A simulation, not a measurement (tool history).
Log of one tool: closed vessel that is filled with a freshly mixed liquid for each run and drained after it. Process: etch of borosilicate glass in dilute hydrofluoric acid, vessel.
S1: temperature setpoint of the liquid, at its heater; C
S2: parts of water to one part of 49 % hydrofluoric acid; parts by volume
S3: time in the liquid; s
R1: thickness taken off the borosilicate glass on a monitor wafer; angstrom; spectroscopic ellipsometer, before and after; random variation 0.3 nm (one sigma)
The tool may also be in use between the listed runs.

run 1 hour=0 | S1=26 S2=170 S3=245 | R1=479.32
run 2 hour=8.6 | S1=28.5 S2=170 S3=245 | R1=523.28
run 3 hour=11.4 | S1=28.5 S2=195 S3=245 | R1=441.88
run 4 hour=13.5 | S1=29.5 S2=185 S3=245 | R1=487.83
run 5 hour=18.8 | S1=29.5 S2=185 S3=265 | R1=527.3
run 6 hour=24.7 | S1=29.5 S2=130 S3=265 | R1=801.8
run 7 hour=31.2 | S1=28.5 S2=130 S3=265 | R1=776.36
run 8 hour=39.2 | S1=28 S2=130 S3=265 | R1=760.53
run 9 hour=43.2 | S1=27.5 S2=130 S3=265 | R1=748.16
run 10 hour=48.3 | S1=27 S2=130 S3=265 | R1=732.74

Run 11 is up next; what results do you expect?
run 11 hour=56.2 | S1=26.5 S2=130 S3=265 | R1=?

R1: 728.84 angstrom
